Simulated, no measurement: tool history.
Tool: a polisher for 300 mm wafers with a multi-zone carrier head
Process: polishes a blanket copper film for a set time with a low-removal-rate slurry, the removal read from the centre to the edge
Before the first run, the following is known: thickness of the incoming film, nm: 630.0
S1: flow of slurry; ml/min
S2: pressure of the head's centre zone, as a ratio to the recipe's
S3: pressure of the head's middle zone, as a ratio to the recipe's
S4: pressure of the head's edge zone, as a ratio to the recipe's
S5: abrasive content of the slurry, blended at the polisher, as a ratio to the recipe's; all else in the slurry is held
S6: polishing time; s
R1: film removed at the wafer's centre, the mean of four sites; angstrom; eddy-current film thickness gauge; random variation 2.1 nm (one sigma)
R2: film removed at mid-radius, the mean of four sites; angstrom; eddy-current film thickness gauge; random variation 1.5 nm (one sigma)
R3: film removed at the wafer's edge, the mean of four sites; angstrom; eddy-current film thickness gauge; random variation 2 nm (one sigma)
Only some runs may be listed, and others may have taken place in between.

run	hour	S1	S2	S3	S4	S5	S6	R1	R2	R3
1	0.0	215	1.00	1.00	1.00	1.00	64	2233.0	2188.3	2267.4
2	7.6	215	1.00	1.00	1.00	1.00	52	1785.7	1797.9	1848.3
3	12.1	215	0.95	1.00	1.00	1.00	52	1743.9	1816.9	1824.2
4	13.0	215	0.95	0.95	1.00	1.00	52	1723.3	1726.1	1846.0
5	17.3	215	0.98	0.96	0.97	0.95	52	1751.6	1729.0	1765.5
6	25.8	215	0.90	0.96	0.97	0.95	52	1621.6	1733.8	1813.1
7	27.0	215	0.93	0.96	0.95	0.95	52	1710.8	1719.2	1798.2
8	28.4	215	0.93	0.96	0.95	0.95	52	1670.4	1726.3	1779.7
9	30.7	215	0.93	0.96	0.95	0.95	52	1685.6	1717.0	1745.6
10	34.5	215	0.94	0.96	0.93	0.95	52	1724.2	1720.5	1753.0

For run 11, what comes out?
11	37.5	215	0.95	0.96	0.91	0.95	52	?	?	?

R1: 1702.8 angstrom
R2: 1702.7 angstrom
R3: 1715.3 angstrom
